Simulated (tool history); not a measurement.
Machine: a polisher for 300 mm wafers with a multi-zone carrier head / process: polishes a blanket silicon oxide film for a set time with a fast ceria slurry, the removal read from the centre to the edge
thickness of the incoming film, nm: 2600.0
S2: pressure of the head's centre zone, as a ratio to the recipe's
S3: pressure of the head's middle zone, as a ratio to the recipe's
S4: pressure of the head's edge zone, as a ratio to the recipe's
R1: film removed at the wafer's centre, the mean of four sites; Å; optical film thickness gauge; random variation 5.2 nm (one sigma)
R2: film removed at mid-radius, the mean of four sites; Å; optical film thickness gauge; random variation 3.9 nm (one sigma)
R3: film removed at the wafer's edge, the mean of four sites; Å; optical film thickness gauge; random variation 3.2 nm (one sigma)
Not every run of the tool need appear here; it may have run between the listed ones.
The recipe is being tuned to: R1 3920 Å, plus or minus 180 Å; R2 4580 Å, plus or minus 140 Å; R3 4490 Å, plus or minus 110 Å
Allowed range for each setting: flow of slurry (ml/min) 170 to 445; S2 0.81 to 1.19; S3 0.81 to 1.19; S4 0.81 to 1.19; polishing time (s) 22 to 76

{"run": 1, "day": 0.0, "flow of slurry (ml/min)": 285, "S2": 1, "S3": 1, "S4": 1, "polishing time (s)": 49, "R1": 7689.3, "R2": 7443.4, "R3": 7418.5}
{"run": 2, "day": 0.042, "flow of slurry (ml/min)": 285, "S2": 1, "S3": 1, "S4": 1.06, "polishing time (s)": 49, "R1": 7589.8, "R2": 7381, "R3": 7552.5}
{"run": 3, "day": 0.342, "flow of slurry (ml/min)": 285, "S2": 1, "S3": 1, "S4": 1.06, "polishing time (s)": 41, "R1": 6290, "R2": 6220.4, "R3": 6349.3}
{"run": 4, "day": 0.417, "flow of slurry (ml/min)": 280, "S2": 0.98, "S3": 1, "S4": 1.05, "polishing time (s)": 39, "R1": 5989.5, "R2": 5932.3, "R3": 5962.3}
{"run": 5, "day": 0.688, "flow of slurry (ml/min)": 275, "S2": 0.96, "S3": 1, "S4": 1.06, "polishing time (s)": 37, "R1": 5312, "R2": 5594.8, "R3": 5799.6}
{"run": 6, "day": 1.058, "flow of slurry (ml/min)": 275, "S2": 0.96, "S3": 1, "S4": 1.06, "polishing time (s)": 44, "R1": 6625, "R2": 6580.8, "R3": 6780}
{"run": 7, "day": 1.375, "flow of slurry (ml/min)": 250, "S2": 0.86, "S3": 0.95, "S4": 0.96, "polishing time (s)": 30, "R1": 3951.3, "R2": 4287.9, "R3": 4323.1}
{"run": 8, "day": 1.529, "flow of slurry (ml/min)": 255, "S2": 0.86, "S3": 0.96, "S4": 0.96, "polishing time (s)": 30, "R1": 3916.9, "R2": 4391.8, "R3": 4407.3}
{"run": 9, "day": 1.683, "flow of slurry (ml/min)": 260, "S2": 0.86, "S3": 0.96, "S4": 0.96, "polishing time (s)": 30, "R1": 3945.3, "R2": 4378.4, "R3": 4397}

Exactly one of the 5 candidate moves below puts every result within its allowed miss. Which one?
{"run": "A", "day": 1.838, "flow of slurry (ml/min)": 280, "S2": 0.86, "S3": 0.95, "S4": 1.04, "polishing time (s)": 29, "R1": "?", "R2": "?", "R3": "?"}
{"run": "B", "day": 1.838, "flow of slurry (ml/min)": 295, "S2": 0.84, "S3": 1, "S4": 0.98, "polishing time (s)": 30, "R1": "?", "R2": "?", "R3": "?"}
{"run": "C", "day": 1.838, "flow of slurry (ml/min)": 285, "S2": 0.86, "S3": 0.94, "S4": 1.01, "polishing time (s)": 32, "R1": "?", "R2": "?", "R3": "?"}
{"run": "D", "day": 1.838, "flow of slurry (ml/min)": 200, "S2": 0.84, "S3": 0.85, "S4": 1.01, "polishing time (s)": 32, "R1": "?", "R2": "?", "R3": "?"}
{"run": "E", "day": 1.838, "flow of slurry (ml/min)": 320, "S2": 0.91, "S3": 0.87, "S4": 1.04, "polishing time (s)": 31, "R1": "?", "R2": "?", "R3": "?"}

move=A R1=3847.1 R2=4148.4 R3=4381.7
move=B R1=3915.3 R2=4507.6 R3=4420.7
move=C R1=4254.3 R2=4546.5 R3=4774.4
move=D R1=3930 R2=3979.9 R3=4604.1
move=E R1=4414.2 R2=4179.8 R3=4740.5
A: lands further from the targets than the last run did
B: every result lands within tolerance
C: brings the last run's worst result on target, with another outside its allowed miss
D: lands further from the targets than the last run did
E: lands further from the targets than the last run did
B is the move that brings every result within its allowed miss.
